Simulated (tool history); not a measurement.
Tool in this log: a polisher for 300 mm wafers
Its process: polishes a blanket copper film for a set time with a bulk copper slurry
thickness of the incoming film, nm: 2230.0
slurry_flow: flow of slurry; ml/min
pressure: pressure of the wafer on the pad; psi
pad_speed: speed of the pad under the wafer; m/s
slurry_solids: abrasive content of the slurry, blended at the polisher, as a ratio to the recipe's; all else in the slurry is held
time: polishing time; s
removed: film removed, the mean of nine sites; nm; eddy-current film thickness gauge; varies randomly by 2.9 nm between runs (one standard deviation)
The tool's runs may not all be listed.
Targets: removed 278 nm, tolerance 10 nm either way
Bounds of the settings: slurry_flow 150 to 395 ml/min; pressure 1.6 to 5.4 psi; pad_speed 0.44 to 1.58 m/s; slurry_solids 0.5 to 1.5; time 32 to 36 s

run    day  slurry_flow  pressure  pad_speed  slurry_solids  time  removed
  1      0          250       3.5          1              1    36   356.56
  2  0.338          250       3.9          1              1    36   395.94
  3  0.633          190       3.9          1              1    36    375.2
  4  0.896          190       3.9          1            0.8    36   365.47
  5   1.25          185       3.7          1            0.8    36   342.55
  6  1.521          185       3.7          1           0.95    36   360.36
  7  1.725          185       3.4          1           0.95    36   339.04
  8  1.992          185       3.2          1           0.95    36   314.36
  9  2.162          185       3.1          1           0.95    36   302.29
 10  2.329          185       3.1          1           0.95    36   304.59
 11  2.404          185         3          1           0.95    36   296.79
 12  2.571          185       2.9          1           0.95    36   291.58

Next run, 4 choices. One meets every target within its allowed miss, the rest don't. Which?
  A  2.738          185         3       1.14            0.9    36        ?
  B  2.738          195       3.5       1.02           1.05    32        ?
  C  2.738          160       4.5       0.72           0.85    36        ?
  D  2.738          150       3.2          1           0.95    32        ?

move  removed
   A   336.39
   B   320.14
   C   305.53
   D   276.64
A: moves away from the targets compared with the last run
B: moves away from the targets compared with the last run
C: moves away from the targets compared with the last run
D: each result inside its tolerance
D is the move that brings every result within its allowed miss.
